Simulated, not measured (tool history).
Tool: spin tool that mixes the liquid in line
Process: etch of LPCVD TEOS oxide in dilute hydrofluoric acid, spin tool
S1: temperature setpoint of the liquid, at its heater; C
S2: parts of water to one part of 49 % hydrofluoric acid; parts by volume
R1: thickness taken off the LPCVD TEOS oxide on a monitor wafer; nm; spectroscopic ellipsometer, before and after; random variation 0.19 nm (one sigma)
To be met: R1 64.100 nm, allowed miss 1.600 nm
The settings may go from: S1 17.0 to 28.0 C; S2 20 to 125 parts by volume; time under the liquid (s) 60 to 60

{"run": 1, "day": 0.0, "S1": 20.0, "S2": 70, "time under the liquid (s)": 60, "R1": 22.693}
{"run": 2, "day": 0.279, "S1": 22.0, "S2": 55, "time under the liquid (s)": 60, "R1": 31.761}
{"run": 3, "day": 0.383, "S1": 23.5, "S2": 45, "time under the liquid (s)": 60, "R1": 42.025}
{"run": 4, "day": 0.579, "S1": 24.5, "S2": 40, "time under the liquid (s)": 60, "R1": 49.442}
{"run": 5, "day": 0.721, "S1": 27.0, "S2": 40, "time under the liquid (s)": 60, "R1": 54.668}
{"run": 6, "day": 0.967, "S1": 27.0, "S2": 20, "time under the liquid (s)": 60, "R1": 112.36}
{"run": 7, "day": 1.088, "S1": 24.5, "S2": 20, "time under the liquid (s)": 60, "R1": 101.73}
{"run": 8, "day": 1.425, "S1": 23.0, "S2": 25, "time under the liquid (s)": 60, "R1": 76.301}
{"run": 9, "day": 1.592, "S1": 22.0, "S2": 25, "time under the liquid (s)": 60, "R1": 72.954}
{"run": 10, "day": 1.958, "S1": 21.0, "S2": 25, "time under the liquid (s)": 60, "R1": 69.55}
{"run": 11, "day": 2.325, "S1": 21.0, "S2": 25, "time under the liquid (s)": 60, "R1": 69.503}
{"run": 12, "day": 2.471, "S1": 20.5, "S2": 25, "time under the liquid (s)": 60, "R1": 68.284}
{"run": 13, "day": 2.621, "S1": 20.0, "S2": 25, "time under the liquid (s)": 60, "R1": 66.872}

Which of these 5 next moves meets every target?
{"run": "A", "day": 2.771, "S1": 22.0, "S2": 30, "time under the liquid (s)": 60, "R1": "?"}
{"run": "B", "day": 2.771, "S1": 20.5, "S2": 25, "time under the liquid (s)": 60, "R1": "?"}
{"run": "C", "day": 2.771, "S1": 21.5, "S2": 25, "time under the liquid (s)": 60, "R1": "?"}
{"run": "D", "day": 2.771, "S1": 27.5, "S2": 35, "time under the liquid (s)": 60, "R1": "?"}
{"run": "E", "day": 2.771, "S1": 25.5, "S2": 35, "time under the liquid (s)": 60, "R1": "?"}

move=A R1=60.356
move=B R1=68.349
move=C R1=71.350
move=D R1=64.560
move=E R1=59.491
A: takes the result that was furthest off past its target
B: further off than the last run
C: further off than the last run
D: meets every target
E: takes the result that was furthest off past its target
Answer: D

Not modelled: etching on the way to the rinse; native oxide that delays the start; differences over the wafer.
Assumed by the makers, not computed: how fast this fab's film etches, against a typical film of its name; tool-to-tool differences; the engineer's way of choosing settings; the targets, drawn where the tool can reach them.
